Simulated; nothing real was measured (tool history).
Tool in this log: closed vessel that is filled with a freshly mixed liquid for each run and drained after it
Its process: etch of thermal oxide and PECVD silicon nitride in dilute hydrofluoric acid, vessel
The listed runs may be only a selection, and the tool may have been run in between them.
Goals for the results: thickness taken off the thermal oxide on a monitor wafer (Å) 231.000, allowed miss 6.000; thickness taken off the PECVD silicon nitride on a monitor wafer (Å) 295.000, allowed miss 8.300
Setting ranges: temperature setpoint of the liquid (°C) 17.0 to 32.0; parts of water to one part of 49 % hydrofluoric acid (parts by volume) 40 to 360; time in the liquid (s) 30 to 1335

run,day,temperature setpoint of the liquid (°C),parts of water to one part of 49 % hydrofluoric acid (parts by volume),time in the liquid (s),thickness taken off the thermal oxide on a monitor wafer (Å),thickness taken off the PECVD silicon nitride on a monitor wafer (Å)
1,0.000,24.0,200,680,117.980,155.550
2,0.162,24.0,200,440,76.277,102.210
3,0.333,24.0,255,440,56.306,78.230
4,0.504,25.0,200,445,79.961,110.410
5,0.825,25.0,200,285,51.402,69.907
6,0.888,27.0,200,285,54.779,79.539
7,1.175,29.0,120,605,230.250,320.150
8,1.342,28.5,115,600,235.480,318.640
9,1.529,28.5,115,600,236.250,322.980
10,1.850,28.0,115,600,230.930,309.800

Which one of the following 4 next-run settings gets every result inside its allowed miss? There is exactly one.
A,2.171,28.0,115,615,?,?
B,2.171,26.0,65,370,?,?
C,2.171,26.0,120,675,?,?
D,2.171,24.5,105,620,?,?

move,thickness taken off the thermal oxide on a monitor wafer (Å),thickness taken off the PECVD silicon nitride on a monitor wafer (Å)
A,236.960,318.640
B,249.530,297.000
C,229.520,295.040
D,231.590,280.700
A: lands further from the targets than the last run did
B: puts the biggest miss on target and leaves a different result outside tolerance
C: meets every target
D: takes the biggest miss from the last run beyond its target
Answer: C
